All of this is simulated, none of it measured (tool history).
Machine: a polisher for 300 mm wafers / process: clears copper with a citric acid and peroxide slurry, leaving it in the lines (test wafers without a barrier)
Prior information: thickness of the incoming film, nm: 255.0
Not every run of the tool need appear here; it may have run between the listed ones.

run    day  flow of slurry (ml/min)  pressure of the wafer on the pad (kPa)  speed of the pad under the wafer (cm/s)  abrasive content of the slurry  overpolish time after the end point (s)  time until the end point was called (s)  dishing of a wide line in a test structure (angstrom)
  1      0                      245                                    26.9                                       94                               1                                       21                                   86.313                                                 398.08
  2  0.042                      245                                    26.9                                       94                               1                                       17                                   89.839                                                 334.54
  3  0.246                      245                                      29                                       94                               1                                       20                                   81.131                                                    405
  4  0.471                      245                                    30.3                                       94                               1                                       22                                   78.061                                                 457.86
  5   0.75                      245                                    31.7                                       94                               1                                       24                                   75.347                                                  509.1
     0.862  -- slurry nozzle cleaned
  6  0.862                      245                                    31.7                                       94                               1                                       20                                   73.336                                                 461.34
  7  0.938                      245                                    33.1                                       94                               1                                       22                                   67.923                                                 507.29

Run 8 comes next. What will it give?
  8  1.067                      245                                    33.8                                       94                               1                                       24                                        ?                                                      ?

{"run 8": {"time until the end point was called (s)": 67.853, "dishing of a wide line in a test structure (angstrom)": 542.65}}

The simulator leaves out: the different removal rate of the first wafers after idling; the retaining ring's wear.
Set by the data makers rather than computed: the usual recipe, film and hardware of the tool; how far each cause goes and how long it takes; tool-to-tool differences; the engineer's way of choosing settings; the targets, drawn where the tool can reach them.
